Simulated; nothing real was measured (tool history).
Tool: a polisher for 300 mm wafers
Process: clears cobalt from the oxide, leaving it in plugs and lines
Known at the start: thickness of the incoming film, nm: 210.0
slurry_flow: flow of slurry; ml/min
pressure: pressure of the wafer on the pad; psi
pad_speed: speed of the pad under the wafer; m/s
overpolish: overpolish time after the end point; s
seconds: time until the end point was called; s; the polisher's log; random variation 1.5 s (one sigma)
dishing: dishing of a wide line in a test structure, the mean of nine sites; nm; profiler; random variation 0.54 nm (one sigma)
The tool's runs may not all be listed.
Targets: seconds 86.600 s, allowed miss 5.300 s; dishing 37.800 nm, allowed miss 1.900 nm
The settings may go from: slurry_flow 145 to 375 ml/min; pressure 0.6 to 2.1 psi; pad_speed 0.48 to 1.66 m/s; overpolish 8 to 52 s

run,day,slurry_flow,pressure,pad_speed,overpolish,seconds,dishing
1,0.000,240,1.3,1.06,26,60.391,35.079
2,0.333,295,1.3,1.06,26,59.851,34.702
3,0.446,295,1.5,1.06,26,52.168,36.308
4,0.521,295,1.5,1.32,26,43.799,38.424
5,0.742,350,1.5,1.32,26,42.252,38.416
6,0.808,305,1.5,1.32,26,42.973,37.859
7,1.079,305,1.3,1.28,29,50.765,38.545
8,1.121,305,1.2,1.26,31,54.702,38.547

Which of these 4 next moves meets every target?
A,1.162,255,1.1,0.88,30,?,?
B,1.162,320,0.7,1.10,37,?,?
C,1.162,325,1.0,0.94,45,?,?
D,1.162,305,0.7,1.12,51,?,?

move,seconds,dishing
A,85.517,32.165
B,99.128,33.101
C,85.159,36.879
D,97.831,36.882
A: brings the result that was furthest off to its target, and leaves another outside
B: takes the result that was furthest off past its target
C: meets every target
D: takes the result that was furthest off past its target
The right move is C.
